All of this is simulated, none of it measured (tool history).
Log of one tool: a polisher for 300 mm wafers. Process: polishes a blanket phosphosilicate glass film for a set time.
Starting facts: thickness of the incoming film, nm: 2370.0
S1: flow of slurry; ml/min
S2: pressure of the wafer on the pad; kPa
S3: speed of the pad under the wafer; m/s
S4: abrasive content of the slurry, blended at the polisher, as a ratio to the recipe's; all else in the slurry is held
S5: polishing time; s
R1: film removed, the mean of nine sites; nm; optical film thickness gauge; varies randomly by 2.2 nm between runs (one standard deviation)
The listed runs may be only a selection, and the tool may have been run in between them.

Run 1, hour 0: S1 120 ml/min, S2 24.1 kPa, S3 0.98 m/s, S4 1, S5 20 s. Result: R1 132.73 nm.
Run 2, hour 1.2: S1 120 ml/min, S2 24.1 kPa, S3 1.1 m/s, S4 1, S5 20 s. Result: R1 142.28 nm.
Run 3, hour 4.2: S1 120 ml/min, S2 24.1 kPa, S3 1.2 m/s, S4 1, S5 20 s. Result: R1 154.37 nm.
Run 4, hour 12.5: S1 120 ml/min, S2 24.1 kPa, S3 1.2 m/s, S4 0.85, S5 20 s. Result: R1 134.17 nm.
At hour 17.7: slurry blender recalibrated.
Run 5, hour 17.7: S1 125 ml/min, S2 25.5 kPa, S3 1.2 m/s, S4 0.85, S5 20 s. Result: R1 174 nm.
Run 6, hour 24.5: S1 125 ml/min, S2 25.5 kPa, S3 1.2 m/s, S4 0.85, S5 20 s. Result: R1 173.83 nm.
Run 7, hour 33.2: S1 125 ml/min, S2 25.5 kPa, S3 1.2 m/s, S4 0.85, S5 20 s. Result: R1 170.15 nm.
Run 8, hour 38.4: S1 130 ml/min, S2 25.5 kPa, S3 1.2 m/s, S4 0.85, S5 20 s. Result: R1 174.13 nm.

The next listed run, before its measurement:
Run 9, hour 40.7: S1 135 ml/min, S2 25.5 kPa, S3 1.2 m/s, S4 0.85, S5 20 s. Result: R1 ?.

R1: 176.57 nm
